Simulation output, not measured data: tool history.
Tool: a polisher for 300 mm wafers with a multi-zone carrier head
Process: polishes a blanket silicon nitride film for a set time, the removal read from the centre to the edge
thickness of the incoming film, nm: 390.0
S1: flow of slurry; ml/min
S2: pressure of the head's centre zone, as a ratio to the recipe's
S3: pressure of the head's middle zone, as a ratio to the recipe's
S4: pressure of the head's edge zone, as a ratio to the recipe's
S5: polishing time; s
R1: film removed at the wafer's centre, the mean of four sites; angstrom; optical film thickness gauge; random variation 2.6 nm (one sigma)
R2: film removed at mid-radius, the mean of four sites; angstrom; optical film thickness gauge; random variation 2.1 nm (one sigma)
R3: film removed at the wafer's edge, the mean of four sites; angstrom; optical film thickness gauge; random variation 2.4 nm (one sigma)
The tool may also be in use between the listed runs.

run 1 day=0.000 | S1=265 S2=1.00 S3=1.00 S4=1.00 S5=50 | R1=1291.1 R2=1252.8 R3=1197.1
run 2 day=0.092 | S1=265 S2=1.00 S3=0.96 S4=1.00 S5=50 | R1=1284.3 R2=1193.2 R3=1189.6
run 3 day=0.183 | S1=265 S2=1.01 S3=0.98 S4=1.02 S5=53 | R1=1361.4 R2=1337.2 R3=1291.9
run 4 day=0.350 | S1=270 S2=1.04 S3=0.98 S4=1.04 S5=55 | R1=1423.5 R2=1361.5 R3=1330.8
run 5 day=0.675 | S1=270 S2=1.05 S3=0.98 S4=1.04 S5=57 | R1=1522.7 R2=1398.7 R3=1384.6
run 6 day=0.717 | S1=270 S2=1.05 S3=0.98 S4=0.99 S5=57 | R1=1537.2 R2=1429.8 R3=1328.7
run 7 day=0.942 | S1=270 S2=1.06 S3=0.99 S4=1.01 S5=59 | R1=1619.0 R2=1448.7 R3=1399.5
run 8 day=1.000 | S1=270 S2=1.06 S3=1.01 S4=1.02 S5=60 | R1=1633.1 R2=1500.8 R3=1439.3

Forecast run 9:
run 9 day=1.167 | S1=275 S2=1.06 S3=1.02 S4=1.03 S5=61 | R1=? R2=? R3=?

{"run 9": {"R1": 1664.4, "R2": 1545.1, "R3": 1492.3}}

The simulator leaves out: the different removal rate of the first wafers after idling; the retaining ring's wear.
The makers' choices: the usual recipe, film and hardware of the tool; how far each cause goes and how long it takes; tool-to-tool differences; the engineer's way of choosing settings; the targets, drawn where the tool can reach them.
